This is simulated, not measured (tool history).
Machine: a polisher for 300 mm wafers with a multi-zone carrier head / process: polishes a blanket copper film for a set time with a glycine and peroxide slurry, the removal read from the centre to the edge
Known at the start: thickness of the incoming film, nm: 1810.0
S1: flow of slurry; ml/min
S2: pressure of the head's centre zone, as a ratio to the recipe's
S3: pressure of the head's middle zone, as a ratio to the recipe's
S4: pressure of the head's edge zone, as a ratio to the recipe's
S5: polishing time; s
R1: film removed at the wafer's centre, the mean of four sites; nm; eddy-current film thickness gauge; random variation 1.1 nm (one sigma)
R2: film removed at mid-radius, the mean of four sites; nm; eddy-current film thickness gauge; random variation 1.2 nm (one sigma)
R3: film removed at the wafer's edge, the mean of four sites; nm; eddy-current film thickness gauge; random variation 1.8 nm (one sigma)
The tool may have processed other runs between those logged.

Run 1, hour 0.0: S1 205 ml/min, S2 1.00, S3 1.00, S4 1.00, S5 59 s. Result: R1 182.16 nm, R2 182.22 nm, R3 184.25 nm.
Run 2, hour 5.9: S1 205 ml/min, S2 1.00, S3 1.00, S4 1.00, S5 44 s. Result: R1 136.83 nm, R2 137.06 nm, R3 139.10 nm.
Run 3, hour 14.0: S1 195 ml/min, S2 0.98, S3 1.02, S4 0.98, S5 44 s. Result: R1 132.89 nm, R2 140.09 nm, R3 132.24 nm.
Run 4, hour 20.6: S1 185 ml/min, S2 0.96, S3 1.02, S4 0.99, S5 44 s. Result: R1 126.72 nm, R2 135.92 nm, R3 135.05 nm.
Run 5, hour 29.4: S1 185 ml/min, S2 0.96, S3 1.02, S4 1.02, S5 44 s. Result: R1 129.42 nm, R2 137.67 nm, R3 133.92 nm.
Run 6, hour 35.8: S1 185 ml/min, S2 0.96, S3 1.02, S4 1.09, S5 44 s. Result: R1 125.89 nm, R2 137.09 nm, R3 139.58 nm.
Run 7, hour 43.5: S1 180 ml/min, S2 0.95, S3 1.03, S4 1.07, S5 44 s. Result: R1 122.23 nm, R2 137.91 nm, R3 137.37 nm.
Run 8, hour 46.7: S1 180 ml/min, S2 0.95, S3 1.04, S4 1.05, S5 44 s. Result: R1 124.98 nm, R2 137.56 nm, R3 135.32 nm.
Run 9, hour 47.3: S1 175 ml/min, S2 0.94, S3 1.05, S4 1.04, S5 44 s. Result: R1 122.73 nm, R2 138.67 nm, R3 135.85 nm.
Run 10, hour 56.0: S1 175 ml/min, S2 0.94, S3 1.05, S4 1.04, S5 44 s. Result: R1 121.94 nm, R2 138.50 nm, R3 135.93 nm.

What will run 11 give?
Run 11, hour 63.7: S1 175 ml/min, S2 0.94, S3 1.06, S4 1.02, S5 44 s. Result: R1 ?, R2 ?, R3 ?.

R1: 124.71 nm
R2: 140.36 nm
R3: 129.18 nm
